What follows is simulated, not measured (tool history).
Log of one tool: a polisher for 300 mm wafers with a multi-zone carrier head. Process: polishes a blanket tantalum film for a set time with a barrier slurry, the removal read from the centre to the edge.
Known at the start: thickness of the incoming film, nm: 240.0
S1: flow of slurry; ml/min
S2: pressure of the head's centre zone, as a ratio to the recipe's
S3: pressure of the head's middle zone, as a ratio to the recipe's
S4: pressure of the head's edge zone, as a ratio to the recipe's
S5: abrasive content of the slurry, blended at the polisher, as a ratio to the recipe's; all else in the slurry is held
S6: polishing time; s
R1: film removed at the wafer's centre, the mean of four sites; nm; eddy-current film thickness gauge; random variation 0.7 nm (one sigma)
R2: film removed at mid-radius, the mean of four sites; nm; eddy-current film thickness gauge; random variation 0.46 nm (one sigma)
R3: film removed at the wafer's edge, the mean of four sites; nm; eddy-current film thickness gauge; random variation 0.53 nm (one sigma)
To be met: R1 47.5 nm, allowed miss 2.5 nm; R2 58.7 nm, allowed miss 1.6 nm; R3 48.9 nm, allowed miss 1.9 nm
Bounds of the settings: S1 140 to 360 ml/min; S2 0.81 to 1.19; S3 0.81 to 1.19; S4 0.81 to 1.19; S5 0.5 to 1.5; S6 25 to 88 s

| run | hour | S1 | S2 | S3 | S4 | S5 | S6 | R1 | R2 | R3 |
|---|---|---|---|---|---|---|---|---|---|---|
| 1 | 0 | 230 | 1 | 1 | 1 | 1 | 56 | 85.42 | 92.55 | 90.777 |
| 2 | 7 | 280 | 1 | 1 | 1 | 1 | 56 | 85.6 | 93.95 | 90.155 |
| 3 | 14.3 | 290 | 0.98 | 1.02 | 0.96 | 0.85 | 49 | 68.789 | 79.901 | 75.121 |
| 4 | 18.5 | 300 | 1 | 1.05 | 0.92 | 0.75 | 44 | 60.037 | 69.669 | 62.37 |
| 5 | 21.3 | 300 | 1 | 1.05 | 0.92 | 0.55 | 44 | 51.125 | 58.188 | 52.677 |
| 6 | 28.2 | 250 | 1 | 1.05 | 0.92 | 0.55 | 44 | 50.47 | 57.351 | 51.535 |
| 7 | 34.8 | 245 | 0.99 | 1.06 | 0.9 | 0.55 | 44 | 50.173 | 58.101 | 50.031 |
| 8 | 38.7 | 245 | 0.98 | 1.06 | 0.9 | 0.55 | 44 | 48.155 | 58.116 | 51.422 |
| 9 | 43.7 | 245 | 0.98 | 1.06 | 0.9 | 0.55 | 44 | 48.977 | 58.138 | 51.64 |

Which of these 4 next moves meets every target?
| A | 48.7 | 305 | 1 | 1.06 | 0.92 | 0.5 | 44 | ? | ? | ? |
| B | 48.7 | 220 | 0.91 | 1.11 | 0.92 | 0.7 | 41 | ? | ? | ? |
| C | 48.7 | 285 | 0.96 | 1.08 | 0.82 | 0.55 | 43 | ? | ? | ? |
| D | 48.7 | 200 | 0.9 | 1.02 | 0.94 | 0.5 | 51 | ? | ? | ? |

| move | R1 | R2 | R3 |
|---|---|---|---|
| A | 47.324 | 54.652 | 49.038 |
| B | 47.456 | 62.96 | 54.678 |
| C | 47.101 | 57.652 | 48.377 |
| D | 46.979 | 58.761 | 55.615 |
A: brings the result that was furthest off to its target, and leaves another outside
B: further off than the last run
C: meets every target
D: further off than the last run
The right move is C.
